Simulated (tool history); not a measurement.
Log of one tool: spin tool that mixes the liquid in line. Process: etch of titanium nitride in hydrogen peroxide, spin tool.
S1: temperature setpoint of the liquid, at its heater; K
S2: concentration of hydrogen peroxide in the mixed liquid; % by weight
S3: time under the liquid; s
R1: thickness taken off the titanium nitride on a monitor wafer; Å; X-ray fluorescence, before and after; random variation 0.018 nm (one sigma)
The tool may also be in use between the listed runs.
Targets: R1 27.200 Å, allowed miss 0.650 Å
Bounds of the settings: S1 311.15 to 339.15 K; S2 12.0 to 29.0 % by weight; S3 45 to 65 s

run,day,S1,S2,S3,R1
1,0.000,327.15,19.5,65,76.604
2,0.125,323.15,19.5,65,57.841
3,0.317,323.15,19.5,65,57.495
4,0.658,323.15,17.5,65,56.697
5,0.892,320.65,17.5,65,46.909
6,1.212,318.65,17.5,65,40.731
7,1.338,317.15,17.5,65,36.150
8,1.567,312.65,17.5,65,25.652

5 next moves are on the table. One of them brings every result within its allowed miss. Which?
A,1.796,314.15,18.0,65,?
B,1.796,311.65,18.0,65,?
C,1.796,313.65,16.0,65,?
D,1.796,314.15,16.5,65,?
E,1.796,316.15,19.0,45,?

move,R1
A,29.312
B,24.177
C,27.516
D,28.776
E,23.896
A: takes the result that was furthest off past its target
B: further off than the last run
C: meets every target
D: takes the result that was furthest off past its target
E: further off than the last run
The right move is C.
